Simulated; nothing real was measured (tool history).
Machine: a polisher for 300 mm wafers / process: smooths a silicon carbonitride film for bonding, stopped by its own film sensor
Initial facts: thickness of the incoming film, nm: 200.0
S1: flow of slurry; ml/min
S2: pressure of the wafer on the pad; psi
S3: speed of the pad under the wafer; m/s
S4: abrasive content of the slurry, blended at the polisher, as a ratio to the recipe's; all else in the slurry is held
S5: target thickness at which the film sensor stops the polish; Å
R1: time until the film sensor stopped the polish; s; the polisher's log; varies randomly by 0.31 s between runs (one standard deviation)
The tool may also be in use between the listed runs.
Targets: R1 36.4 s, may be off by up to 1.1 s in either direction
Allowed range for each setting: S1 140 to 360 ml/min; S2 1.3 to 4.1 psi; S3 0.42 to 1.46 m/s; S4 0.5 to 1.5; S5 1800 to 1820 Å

{"run": 1, "day": 0.0, "S1": 230, "S2": 2.7, "S3": 0.94, "S4": 1, "S5": 1800, "R1": 57.865}
{"run": 2, "day": 0.242, "S1": 235, "S2": 3.1, "S3": 0.94, "S4": 1, "S5": 1800, "R1": 49.9}
{"run": 3, "day": 0.442, "S1": 270, "S2": 3.1, "S3": 0.94, "S4": 1, "S5": 1800, "R1": 49.376}
{"run": 4, "day": 0.533, "S1": 270, "S2": 3.4, "S3": 0.94, "S4": 1, "S5": 1800, "R1": 45.094}
{"run": 5, "day": 0.75, "S1": 270, "S2": 3.6, "S3": 0.94, "S4": 1, "S5": 1800, "R1": 42.777}
{"run": 6, "day": 0.804, "S1": 270, "S2": 3.6, "S3": 0.94, "S4": 1, "S5": 1800, "R1": 43.573}
{"run": 7, "day": 0.879, "S1": 270, "S2": 3.8, "S3": 0.96, "S4": 1, "S5": 1800, "R1": 40.601}
{"run": 8, "day": 1.142, "S1": 270, "S2": 3.8, "S3": 0.96, "S4": 1, "S5": 1800, "R1": 40.549}
{"run": 9, "day": 1.296, "S1": 275, "S2": 3.9, "S3": 0.96, "S4": 1, "S5": 1800, "R1": 39.042}
{"run": 10, "day": 1.383, "S1": 280, "S2": 4, "S3": 0.96, "S4": 1, "S5": 1800, "R1": 37.954}

Which one of the following 5 next-run settings gets every result inside its allowed miss? There is exactly one.
{"run": "A", "day": 1.471, "S1": 360, "S2": 4.1, "S3": 0.86, "S4": 0.85, "S5": 1820, "R1": "?"}
{"run": "B", "day": 1.471, "S1": 255, "S2": 3.8, "S3": 0.8, "S4": 1.15, "S5": 1810, "R1": "?"}
{"run": "C", "day": 1.471, "S1": 235, "S2": 4.1, "S3": 0.88, "S4": 0.8, "S5": 1810, "R1": "?"}
{"run": "D", "day": 1.471, "S1": 215, "S2": 4, "S3": 0.94, "S4": 1.3, "S5": 1800, "R1": "?"}
{"run": "E", "day": 1.471, "S1": 255, "S2": 4, "S3": 1.02, "S4": 1, "S5": 1800, "R1": "?"}

move=A R1=38.638
move=B R1=40.84
move=C R1=42.902
move=D R1=34.488
move=E R1=36.093
A: misses by more than the last run did
B: misses by more than the last run did
C: misses by more than the last run did
D: takes the result that was furthest off past its target
E: all results in spec
Correct choice: E, which meets every target
